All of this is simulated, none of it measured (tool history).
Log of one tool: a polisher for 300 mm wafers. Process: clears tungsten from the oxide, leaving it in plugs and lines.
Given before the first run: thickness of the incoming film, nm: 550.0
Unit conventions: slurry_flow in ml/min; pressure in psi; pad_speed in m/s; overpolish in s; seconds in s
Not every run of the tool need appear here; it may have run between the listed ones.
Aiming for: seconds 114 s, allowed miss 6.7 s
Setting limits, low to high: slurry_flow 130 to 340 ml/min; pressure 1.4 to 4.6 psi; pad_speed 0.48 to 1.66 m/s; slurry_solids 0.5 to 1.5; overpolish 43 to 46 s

{"run": 1, "hour": 0.0, "slurry_flow": 220, "pressure": 3, "pad_speed": 1.06, "slurry_solids": 1, "overpolish": 43, "seconds": 161.86}
{"run": 2, "hour": 7.9, "slurry_flow": 220, "pressure": 3, "pad_speed": 1.06, "slurry_solids": 1, "overpolish": 43, "seconds": 161.74}
{"run": 3, "hour": 15.0, "slurry_flow": 220, "pressure": 3.2, "pad_speed": 1.06, "slurry_solids": 1, "overpolish": 43, "seconds": 148.72}
{"run": 4, "hour": 17.6, "slurry_flow": 220, "pressure": 3.3, "pad_speed": 1.06, "slurry_solids": 1, "overpolish": 43, "seconds": 147.31}
{"run": 5, "hour": 19.0, "slurry_flow": 220, "pressure": 3.4, "pad_speed": 1.06, "slurry_solids": 1, "overpolish": 43, "seconds": 140.68}
{"run": 6, "hour": 27.4, "slurry_flow": 220, "pressure": 3.5, "pad_speed": 1.06, "slurry_solids": 1, "overpolish": 43, "seconds": 137.89}
{"run": 7, "hour": 28.0, "slurry_flow": 220, "pressure": 3.6, "pad_speed": 1.06, "slurry_solids": 1, "overpolish": 43, "seconds": 135.66}
{"run": 8, "hour": 31.8, "slurry_flow": 220, "pressure": 3.7, "pad_speed": 1.06, "slurry_solids": 1, "overpolish": 43, "seconds": 134.13}
{"run": 9, "hour": 36.1, "slurry_flow": 220, "pressure": 3.8, "pad_speed": 1.06, "slurry_solids": 1, "overpolish": 43, "seconds": 125.03}
{"run": 10, "hour": 41.0, "slurry_flow": 220, "pressure": 3.9, "pad_speed": 1.06, "slurry_solids": 1, "overpolish": 43, "seconds": 124.6}

4 candidate next runs follow, results not yet known. Just one meets every target within its allowed miss. Identify it.
{"run": "A", "hour": 45.9, "slurry_flow": 255, "pressure": 3.2, "pad_speed": 1.38, "slurry_solids": 0.95, "overpolish": 43, "seconds": "?"}
{"run": "B", "hour": 45.9, "slurry_flow": 290, "pressure": 3.9, "pad_speed": 0.96, "slurry_solids": 0.95, "overpolish": 45, "seconds": "?"}
{"run": "C", "hour": 45.9, "slurry_flow": 235, "pressure": 3.8, "pad_speed": 1.04, "slurry_solids": 0.95, "overpolish": 43, "seconds": "?"}
{"run": "D", "hour": 45.9, "slurry_flow": 195, "pressure": 4.3, "pad_speed": 0.96, "slurry_solids": 1, "overpolish": 46, "seconds": "?"}

move=A seconds=117.7
move=B seconds=136.34
move=C seconds=132.42
move=D seconds=128.14
A: meets every target
B: moves away from the targets compared with the last run
C: moves away from the targets compared with the last run
D: moves away from the targets compared with the last run
The right move is A.
